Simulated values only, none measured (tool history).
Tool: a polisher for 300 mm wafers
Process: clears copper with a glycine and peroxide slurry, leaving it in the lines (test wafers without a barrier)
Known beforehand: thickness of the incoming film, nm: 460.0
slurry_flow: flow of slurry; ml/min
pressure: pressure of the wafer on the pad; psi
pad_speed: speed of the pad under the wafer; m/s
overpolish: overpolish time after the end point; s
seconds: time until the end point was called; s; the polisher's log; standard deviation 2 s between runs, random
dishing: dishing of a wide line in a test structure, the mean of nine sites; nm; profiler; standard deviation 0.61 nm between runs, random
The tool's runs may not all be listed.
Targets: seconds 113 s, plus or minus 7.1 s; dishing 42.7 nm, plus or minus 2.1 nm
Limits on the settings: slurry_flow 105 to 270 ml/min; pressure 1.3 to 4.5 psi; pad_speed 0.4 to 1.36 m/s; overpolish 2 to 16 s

Run 1, hour 0: slurry_flow 175 ml/min, pressure 2.9 psi, pad_speed 0.88 m/s, overpolish 8 s. Result: seconds 76.571 s, dishing 39.145 nm.
Run 2, hour 0.8: slurry_flow 175 ml/min, pressure 2.6 psi, pad_speed 0.86 m/s, overpolish 9 s. Result: seconds 82.668 s, dishing 38.324 nm.
Run 3, hour 8.2: slurry_flow 175 ml/min, pressure 2.9 psi, pad_speed 0.86 m/s, overpolish 9 s. Result: seconds 73.776 s, dishing 41.919 nm.
Run 4, hour 12.7: slurry_flow 175 ml/min, pressure 3.3 psi, pad_speed 0.86 m/s, overpolish 9 s. Result: seconds 67.22 s, dishing 45.743 nm.
Run 5, hour 19.9: slurry_flow 170 ml/min, pressure 2.8 psi, pad_speed 0.86 m/s, overpolish 10 s. Result: seconds 76.837 s, dishing 45.477 nm.
Run 6, hour 24.6: slurry_flow 130 ml/min, pressure 2.8 psi, pad_speed 0.86 m/s, overpolish 10 s. Result: seconds 80.784 s, dishing 44.181 nm.
At hour 33.5: head pressure recalibrated.
Run 7, hour 33.5: slurry_flow 130 ml/min, pressure 2.5 psi, pad_speed 0.86 m/s, overpolish 11 s. Result: seconds 92.282 s, dishing 42.937 nm.
Run 8, hour 40: slurry_flow 125 ml/min, pressure 2.4 psi, pad_speed 0.86 m/s, overpolish 11 s. Result: seconds 97.66 s, dishing 40.607 nm.
Run 9, hour 48.6: slurry_flow 120 ml/min, pressure 2.3 psi, pad_speed 0.86 m/s, overpolish 11 s. Result: seconds 99.184 s, dishing 38.935 nm.
Run 10, hour 55.9: slurry_flow 120 ml/min, pressure 2.2 psi, pad_speed 0.86 m/s, overpolish 12 s. Result: seconds 101.26 s, dishing 41.443 nm.
Run 11, hour 57.9: slurry_flow 120 ml/min, pressure 2.1 psi, pad_speed 0.86 m/s, overpolish 12 s. Result: seconds 108.85 s, dishing 40.224 nm.

Below are 4 possible settings for the next run. Only one of them brings all results inside the allowed miss of their targets. Which is it?
Run A, hour 59.9: slurry_flow 130 ml/min, pressure 2.2 psi, pad_speed 0.88 m/s, overpolish 12 s. Result: seconds ?, dishing ?.
Run B, hour 59.9: slurry_flow 115 ml/min, pressure 2.5 psi, pad_speed 0.82 m/s, overpolish 10 s. Result: seconds ?, dishing ?.
Run C, hour 59.9: slurry_flow 105 ml/min, pressure 2.8 psi, pad_speed 0.62 m/s, overpolish 11 s. Result: seconds ?, dishing ?.
Run D, hour 59.9: slurry_flow 135 ml/min, pressure 1.7 psi, pad_speed 1 m/s, overpolish 14 s. Result: seconds ?, dishing ?.

move  seconds  dishing
   A   97.301   41.573
   B   94.495   36.639
   C   108.45   35.606
   D   106.84   43.146
A: brings the last run's worst result on target, with another outside its allowed miss
B: misses by more than the last run did
C: misses by more than the last run did
D: each result inside its tolerance
Answer: D

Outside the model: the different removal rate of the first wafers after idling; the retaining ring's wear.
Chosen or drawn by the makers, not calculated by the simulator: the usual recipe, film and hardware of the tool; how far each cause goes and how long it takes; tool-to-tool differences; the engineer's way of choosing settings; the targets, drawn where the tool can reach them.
